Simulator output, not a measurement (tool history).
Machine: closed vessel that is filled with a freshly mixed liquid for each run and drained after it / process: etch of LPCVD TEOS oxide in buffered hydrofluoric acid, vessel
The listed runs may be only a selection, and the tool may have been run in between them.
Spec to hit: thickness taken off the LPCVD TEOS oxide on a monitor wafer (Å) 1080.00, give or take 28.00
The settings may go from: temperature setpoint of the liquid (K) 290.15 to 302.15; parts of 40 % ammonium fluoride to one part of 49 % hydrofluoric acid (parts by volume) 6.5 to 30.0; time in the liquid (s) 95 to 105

run    day  temperature setpoint of the liquid (K)  parts of 40 % ammonium fluoride to one part of 49 % hydrofluoric acid (parts by volume)  time in the liquid (s)  thickness taken off the LPCVD TEOS oxide on a monitor wafer (Å)
  1  0.000                                  294.15                                                                                     19.5                      95                                                          1432.30
  2  0.221                                  294.15                                                                                     19.5                      95                                                          1432.50
  3  0.550                                  293.65                                                                                     19.5                      95                                                          1408.80
  4  0.604                                  293.65                                                                                     21.5                      95                                                          1315.40
  5  0.900                                  293.15                                                                                     21.5                      95                                                          1263.50
  6  0.933                                  292.65                                                                                     21.5                      95                                                          1228.30
  7  1.112                                  292.15                                                                                     21.5                      95                                                          1199.90
     1.371  -- hydrofluoric acid flow meter replaced
  8  1.371                                  291.65                                                                                     21.5                      95                                                          1214.10
  9  1.454                                  290.65                                                                                     22.5                      95                                                          1135.20

Which of these 4 next moves meets every target?
  A  1.538                                  290.15                                                                                     23.0                      95                                                                ?
  B  1.538                                  290.15                                                                                     24.5                      95                                                                ?
  C  1.538                                  290.15                                                                                     25.5                      95                                                                ?
  D  1.538                                  290.65                                                                                     23.5                     100                                                                ?

move  thickness taken off the LPCVD TEOS oxide on a monitor wafer (Å)
   A                                                          1065.80
   B                                                          1020.20
   C                                                           992.28
   D                                                          1137.40
A: in spec on every target
B: takes the result that was furthest off past its target
C: takes the result that was furthest off past its target
D: about the same distance from the targets as the last run
A meets every target.
